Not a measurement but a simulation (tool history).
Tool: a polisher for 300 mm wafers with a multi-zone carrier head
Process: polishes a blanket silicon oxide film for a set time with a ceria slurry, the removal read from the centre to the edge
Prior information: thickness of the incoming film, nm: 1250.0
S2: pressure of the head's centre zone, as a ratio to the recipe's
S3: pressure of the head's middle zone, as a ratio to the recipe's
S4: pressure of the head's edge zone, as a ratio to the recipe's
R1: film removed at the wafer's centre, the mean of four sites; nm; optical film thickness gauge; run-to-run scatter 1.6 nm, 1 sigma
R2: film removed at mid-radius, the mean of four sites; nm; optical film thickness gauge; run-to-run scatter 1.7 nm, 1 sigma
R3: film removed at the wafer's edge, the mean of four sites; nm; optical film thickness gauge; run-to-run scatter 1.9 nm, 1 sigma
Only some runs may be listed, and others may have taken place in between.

run 1 day=0.000 | flow_of_slurry_(ml/min)=240 S2=1.00 S3=1.00 S4=1.00 polishing_time_(s)=87 | R1=256.14 R2=251.67 R3=253.13
run 2 day=0.142 | flow_of_slurry_(ml/min)=240 S2=1.00 S3=1.00 S4=0.96 polishing_time_(s)=87 | R1=254.25 R2=254.02 R3=250.65
run 3 day=0.442 | flow_of_slurry_(ml/min)=240 S2=0.93 S3=1.00 S4=0.96 polishing_time_(s)=87 | R1=240.44 R2=252.40 R3=248.57
run 4 day=0.796 | flow_of_slurry_(ml/min)=240 S2=0.93 S3=1.08 S4=0.96 polishing_time_(s)=87 | R1=240.10 R2=272.02 R3=248.35
run 5 day=0.854 | flow_of_slurry_(ml/min)=240 S2=0.88 S3=1.08 S4=0.96 polishing_time_(s)=87 | R1=232.48 R2=271.62 R3=249.32
run 6 day=0.875 | flow_of_slurry_(ml/min)=230 S2=0.89 S3=1.07 S4=0.91 polishing_time_(s)=85 | R1=231.07 R2=260.40 R3=236.46

What will run 7 give?
run 7 day=1.038 | flow_of_slurry_(ml/min)=185 S2=0.86 S3=1.05 S4=0.81 polishing_time_(s)=82 | R1=? R2=? R3=?

R1: 208.82 nm
R2: 238.11 nm
R3: 207.20 nm
